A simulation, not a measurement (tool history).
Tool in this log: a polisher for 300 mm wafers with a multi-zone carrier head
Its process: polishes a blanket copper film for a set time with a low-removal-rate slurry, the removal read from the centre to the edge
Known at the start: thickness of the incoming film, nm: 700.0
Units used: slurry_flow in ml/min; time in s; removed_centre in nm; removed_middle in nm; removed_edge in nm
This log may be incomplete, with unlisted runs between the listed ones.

run	hour	slurry_flow	centre_zone	middle_zone	edge_zone	slurry_solids	time	removed_centre	removed_middle	removed_edge
1	0	140	1	1	1	1	66	234.27	228.56	232.92
2	4	130	0.97	0.99	0.96	0.85	59	194.01	195.02	191.83
3	11.5	130	0.97	1.07	0.96	0.85	59	193.88	216.7	191.11
4	16.2	120	0.93	1.02	0.93	0.75	56	170.5	181.11	173.53
5	18.3	120	0.93	0.96	0.93	0.75	56	170.92	174.1	170.88
6	20.9	120	0.93	0.96	0.88	0.75	56	171.63	174.35	168.49
7	26.8	115	0.9	0.95	0.87	0.65	55	157.12	156.26	159.15
8	31.8	105	0.83	1.03	0.81	0.5	51	123.28	149.66	133.65
9	34.1	110	0.84	1.01	0.82	0.5	51	125.81	145.43	134.31

The next listed run, before its measurement:
10	39.9	115	0.84	1	0.83	0.5	51	?	?	?

{"run 10": {"removed_centre": 127.55, "removed_middle": 147.6, "removed_edge": 134.73}}
